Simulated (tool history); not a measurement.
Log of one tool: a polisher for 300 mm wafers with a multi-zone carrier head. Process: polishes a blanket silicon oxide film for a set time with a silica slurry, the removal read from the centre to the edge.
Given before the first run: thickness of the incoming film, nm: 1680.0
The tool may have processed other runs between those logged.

run  hour  flow of slurry (ml/min)  pressure of the head's centre zone  pressure of the head's middle zone  pressure of the head's edge zone  abrasive content of the slurry  polishing time (s)  film removed at the wafer's centre (angstrom)  film removed at mid-radius (angstrom)  film removed at the wafer's edge (angstrom)
  1     0                      160                                   1                                   1                                 1                               1                  46                                         1575.1                                 1555.9                                       1507.3
  2   0.9                      155                                1.02                                0.98                              0.99                            0.95                  44                                         1523.2                                 1448.8                                       1468.9
  3   2.8                      155                                1.02                                0.98                              0.93                            0.95                  44                                         1508.6                                 1439.5                                       1404.2
  4   4.7                      155                                1.02                                0.98                              0.93                             1.1                  44                                         1576.7                                 1499.8                                       1487.2
  5  12.2                      155                                1.04                                0.96                              0.92                               1                  41                                         1451.9                                 1336.1                                       1357.9
  6  20.8                      160                                1.06                                0.95                               0.9                            0.95                  39                                         1398.7                                 1239.6                                       1202.6
  7  26.2                      155                                1.07                                0.93                               0.9                             0.9                  38                                         1334.8                                 1163.6                                       1194.5
  8  26.8                      155                                1.07                                0.93                               0.9                             0.9                  38                                         1342.4                                 1171.5                                       1178.2
  9  30.6                      155                                1.07                                0.93                               0.9                             0.9                  38                                           1315                                 1186.6                                       1162.1
 10  38.3                      165                                1.09                                0.91                              0.93                            0.85                  36                                           1268                                 1078.6                                       1077.5
 11  41.4                      165                                1.09                                0.91                              0.93                            0.85                  36                                         1279.7                                 1065.4                                       1100.1
 12  44.9                      165                                 1.1                                 0.9                              0.93                             0.8                  35                                         1239.1                                 989.19                                       1071.6
 13  50.1                      170                                 1.1                                 0.9                              0.92                            0.75                  34                                           1168                                 990.53                                         1016
 14  50.7                      170                                1.11                                0.89                              0.91                             0.7                  33                                         1128.2                                 913.25                                       966.43
 15  58.7                      170                                1.12                                0.88                               0.9                            0.65                  33                                         1097.4                                 883.72                                       911.46
 16  65.2                      165                                1.12                                0.87                               0.9                            0.65                  33                                         1113.7                                 866.14                                       898.57
 17  72.2                      120                                1.07                                0.81                              0.88                             0.5                  33                                         932.65                                 726.23                                       811.13
 18  74.2                      120                                1.08                                0.81                              0.88                             0.5                  33                                         924.77                                 732.18                                       789.76

Estimate the outcome of run 19 from the log above:
 19    83                      125                                1.09                                0.81                              0.88                             0.5                  33                                              ?                                      ?                                            ?

film removed at the wafer's centre (angstrom): 952.16
film removed at mid-radius (angstrom): 724.91
film removed at the wafer's edge (angstrom): 817.97
